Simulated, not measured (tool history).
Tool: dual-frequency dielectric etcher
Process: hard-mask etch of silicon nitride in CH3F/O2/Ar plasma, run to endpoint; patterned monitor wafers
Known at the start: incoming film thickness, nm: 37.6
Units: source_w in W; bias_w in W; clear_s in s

{"run": 1, "day": 0.0, "source_w": 500, "bias_w": 88, "clear_s": 44.53}
{"run": 2, "day": 0.271, "source_w": 480, "bias_w": 85, "clear_s": 47.012}
{"run": 3, "day": 0.371, "source_w": 420, "bias_w": 85, "clear_s": 50.027}
{"run": 4, "day": 0.504, "source_w": 470, "bias_w": 85, "clear_s": 47.326}
{"run": 5, "day": 0.708, "source_w": 540, "bias_w": 85, "clear_s": 44.027}
{"run": 6, "day": 0.742, "source_w": 540, "bias_w": 79, "clear_s": 46.137}
{"run": 7, "day": 0.904, "source_w": 520, "bias_w": 78, "clear_s": 47.156}
{"run": 8, "day": 1.096, "source_w": 510, "bias_w": 77, "clear_s": 47.865}
{"run": 9, "day": 1.338, "source_w": 500, "bias_w": 76, "clear_s": 48.208}
{"run": 10, "day": 1.388, "source_w": 490, "bias_w": 75, "clear_s": 49.407}
{"run": 11, "day": 1.762, "source_w": 490, "bias_w": 75, "clear_s": 48.71}
{"run": 12, "day": 2.075, "source_w": 480, "bias_w": 74, "clear_s": 50.531}

Forecast run 13:
{"run": 13, "day": 2.217, "source_w": 470, "bias_w": 74, "clear_s": "?"}

{"run 13": {"clear_s": 49.52}}
